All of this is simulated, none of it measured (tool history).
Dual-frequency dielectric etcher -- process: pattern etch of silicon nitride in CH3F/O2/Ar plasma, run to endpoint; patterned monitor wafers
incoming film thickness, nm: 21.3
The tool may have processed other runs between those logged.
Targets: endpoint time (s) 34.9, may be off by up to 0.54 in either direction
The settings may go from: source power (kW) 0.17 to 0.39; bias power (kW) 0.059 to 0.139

run  hour  source power (kW)  bias power (kW)  endpoint time (s)
  1     0               0.28            0.099             31.016
  2   6.4               0.26            0.098             31.995
  3    14               0.26            0.116             30.417
  4  14.9               0.26            0.124             29.684
  5  22.1               0.23            0.119             31.746
  6  27.6               0.23            0.132             30.463
  7  33.7               0.17            0.112             36.157
  8  42.6                0.2            0.113             33.803

Below are 5 possible settings for the next run. Only one of them brings all results inside the allowed miss of their targets. Which is it?
  A  51.5               0.23            0.117                  ?
  B  51.5               0.17            0.107                  ?
  C  51.5               0.19            0.121                  ?
  D  51.5               0.21            0.107                  ?
  E  51.5               0.17            0.125                  ?

move  endpoint time (s)
   A             31.863
   B             36.602
   C              33.87
   D             33.824
   E             34.953
A: its largest miss is bigger than the last run's
B: takes the biggest miss from the last run beyond its target
C: better than the last run, though not everything is in spec
D: about as far from the targets as the last run
E: in spec on every target
Move E is the one to make.

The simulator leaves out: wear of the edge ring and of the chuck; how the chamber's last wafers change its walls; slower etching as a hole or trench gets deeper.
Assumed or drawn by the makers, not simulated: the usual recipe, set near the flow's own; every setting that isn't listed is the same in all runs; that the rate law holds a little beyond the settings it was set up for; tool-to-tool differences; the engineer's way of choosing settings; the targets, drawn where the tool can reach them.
